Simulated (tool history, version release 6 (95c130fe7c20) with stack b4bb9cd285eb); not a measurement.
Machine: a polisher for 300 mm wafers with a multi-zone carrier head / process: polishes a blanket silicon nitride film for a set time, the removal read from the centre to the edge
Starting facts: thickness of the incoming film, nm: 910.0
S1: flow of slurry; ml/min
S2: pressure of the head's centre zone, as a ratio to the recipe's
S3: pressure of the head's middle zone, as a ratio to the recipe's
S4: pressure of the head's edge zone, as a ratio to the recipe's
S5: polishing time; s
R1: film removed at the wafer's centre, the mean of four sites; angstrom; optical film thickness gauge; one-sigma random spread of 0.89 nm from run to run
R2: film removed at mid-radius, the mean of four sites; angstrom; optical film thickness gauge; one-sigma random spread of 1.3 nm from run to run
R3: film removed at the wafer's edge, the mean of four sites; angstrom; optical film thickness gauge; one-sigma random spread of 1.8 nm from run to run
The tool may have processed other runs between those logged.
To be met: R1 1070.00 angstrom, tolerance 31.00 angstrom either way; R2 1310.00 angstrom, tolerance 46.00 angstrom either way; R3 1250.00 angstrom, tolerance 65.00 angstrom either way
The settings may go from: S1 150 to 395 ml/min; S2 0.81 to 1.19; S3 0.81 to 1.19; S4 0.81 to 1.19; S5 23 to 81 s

{"run": 1, "hour": 0.0, "S1": 250, "S2": 1.0, "S3": 1.0, "S4": 1.0, "S5": 52, "R1": 791.92, "R2": 776.89, "R3": 781.89}
{"run": 2, "hour": 8.2, "S1": 250, "S2": 0.99, "S3": 1.01, "S4": 1.02, "S5": 54, "R1": 810.46, "R2": 815.07, "R3": 838.82}
{"run": 3, "hour": 10.9, "S1": 255, "S2": 0.99, "S3": 1.03, "S4": 1.03, "S5": 56, "R1": 827.51, "R2": 856.45, "R3": 835.09}
{"run": 4, "hour": 12.8, "S1": 230, "S2": 0.99, "S3": 1.03, "S4": 1.03, "S5": 56, "R1": 821.6, "R2": 837.74, "R3": 880.62}
{"run": 5, "hour": 17.3, "S1": 230, "S2": 0.99, "S3": 1.05, "S4": 1.03, "S5": 58, "R1": 835.61, "R2": 891.57, "R3": 901.79}
{"run": 6, "hour": 19.4, "S1": 225, "S2": 0.99, "S3": 1.06, "S4": 1.03, "S5": 60, "R1": 869.21, "R2": 903.3, "R3": 919.02}
{"run": 7, "hour": 27.6, "S1": 230, "S2": 0.98, "S3": 1.07, "S4": 1.04, "S5": 62, "R1": 893.85, "R2": 964.74, "R3": 960.55}
{"run": 8, "hour": 28.9, "S1": 230, "S2": 0.98, "S3": 1.08, "S4": 1.05, "S5": 63, "R1": 923.51, "R2": 966.9, "R3": 952.24}
{"run": 9, "hour": 32.5, "S1": 225, "S2": 0.97, "S3": 1.09, "S4": 1.05, "S5": 65, "R1": 933.84, "R2": 1007.0, "R3": 995.01}
{"hour": 35.3, "done": "worn pad replaced by a new one"}
{"run": 10, "hour": 35.3, "S1": 285, "S2": 0.94, "S3": 1.19, "S4": 1.15, "S5": 75, "R1": 1210.3, "R2": 1434.4, "R3": 1356.3}

Exactly one of the 5 candidate moves below puts every result within its allowed miss. Which one?
{"run": "A", "hour": 38.1, "S1": 325, "S2": 0.95, "S3": 1.16, "S4": 1.11, "S5": 70, "R1": "?", "R2": "?", "R3": "?"}
{"run": "B", "hour": 38.1, "S1": 300, "S2": 0.9, "S3": 1.02, "S4": 1.19, "S5": 75, "R1": "?", "R2": "?", "R3": "?"}
{"run": "C", "hour": 38.1, "S1": 230, "S2": 0.88, "S3": 1.17, "S4": 1.1, "S5": 70, "R1": "?", "R2": "?", "R3": "?"}
{"run": "D", "hour": 38.1, "S1": 285, "S2": 0.9, "S3": 1.16, "S4": 1.18, "S5": 75, "R1": "?", "R2": "?", "R3": "?"}
{"run": "E", "hour": 38.1, "S1": 250, "S2": 0.92, "S3": 1.19, "S4": 1.17, "S5": 70, "R1": "?", "R2": "?", "R3": "?"}

move=A R1=1154.70 R2=1348.50 R3=1226.90
move=B R1=1160.40 R2=1314.40 R3=1342.90
move=C R1=1022.30 R2=1303.10 R3=1185.60
move=D R1=1154.30 R2=1425.70 R3=1331.00
move=E R1=1082.80 R2=1333.10 R3=1223.20
A: better than the last run, though not everything is in spec
B: better than the last run, though not everything is in spec
C: moves the result that the last run missed by most past its target, out the other side
D: better than the last run, though not everything is in spec
E: all results land within tolerance of their targets
Go with E: it meets all targets.
